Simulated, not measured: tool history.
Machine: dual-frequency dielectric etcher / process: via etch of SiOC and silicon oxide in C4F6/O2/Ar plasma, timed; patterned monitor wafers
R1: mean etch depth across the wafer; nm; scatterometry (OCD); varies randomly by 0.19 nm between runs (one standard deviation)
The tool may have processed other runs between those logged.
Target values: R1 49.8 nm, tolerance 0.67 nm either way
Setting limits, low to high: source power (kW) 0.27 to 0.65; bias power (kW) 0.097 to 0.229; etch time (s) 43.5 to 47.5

run 1 hour=0 | source_power_(kW)=0.46 bias_power_(kW)=0.163 etch_time_(s)=47.5 | R1=56.579
run 2 hour=8.9 | source_power_(kW)=0.41 bias_power_(kW)=0.163 etch_time_(s)=47.5 | R1=55.059
run 3 hour=14.4 | source_power_(kW)=0.41 bias_power_(kW)=0.163 etch_time_(s)=47.5 | R1=54.599
run 4 hour=22.4 | source_power_(kW)=0.48 bias_power_(kW)=0.163 etch_time_(s)=47.5 | R1=57.808
run 5 hour=30.3 | source_power_(kW)=0.48 bias_power_(kW)=0.148 etch_time_(s)=47.5 | R1=56.313
run 6 hour=33.3 | source_power_(kW)=0.51 bias_power_(kW)=0.148 etch_time_(s)=47.5 | R1=57.522
run 7 hour=36.4 | source_power_(kW)=0.41 bias_power_(kW)=0.14 etch_time_(s)=47.5 | R1=52.554
run 8 hour=38 | source_power_(kW)=0.41 bias_power_(kW)=0.14 etch_time_(s)=47.5 | R1=52.693
run 9 hour=42.1 | source_power_(kW)=0.39 bias_power_(kW)=0.139 etch_time_(s)=47.5 | R1=51.394
run 10 hour=47 | source_power_(kW)=0.38 bias_power_(kW)=0.139 etch_time_(s)=47.5 | R1=51.269
run 11 hour=53.9 | source_power_(kW)=0.37 bias_power_(kW)=0.139 etch_time_(s)=47.5 | R1=50.473

Which of these 4 next moves meets every target?
run A hour=60.8 | source_power_(kW)=0.5 bias_power_(kW)=0.118 etch_time_(s)=45.5 | R1=?
run B hour=60.8 | source_power_(kW)=0.35 bias_power_(kW)=0.141 etch_time_(s)=45.5 | R1=?
run C hour=60.8 | source_power_(kW)=0.39 bias_power_(kW)=0.136 etch_time_(s)=46 | R1=?
run D hour=60.8 | source_power_(kW)=0.35 bias_power_(kW)=0.129 etch_time_(s)=47 | R1=?

move=A R1=51.442
move=B R1=47.528
move=C R1=49.401
move=D R1=47.914
A: its largest miss is bigger than the last run's
B: takes the result that was furthest off past its target
C: in spec on every target
D: takes the result that was furthest off past its target
The move that meets every target is C.

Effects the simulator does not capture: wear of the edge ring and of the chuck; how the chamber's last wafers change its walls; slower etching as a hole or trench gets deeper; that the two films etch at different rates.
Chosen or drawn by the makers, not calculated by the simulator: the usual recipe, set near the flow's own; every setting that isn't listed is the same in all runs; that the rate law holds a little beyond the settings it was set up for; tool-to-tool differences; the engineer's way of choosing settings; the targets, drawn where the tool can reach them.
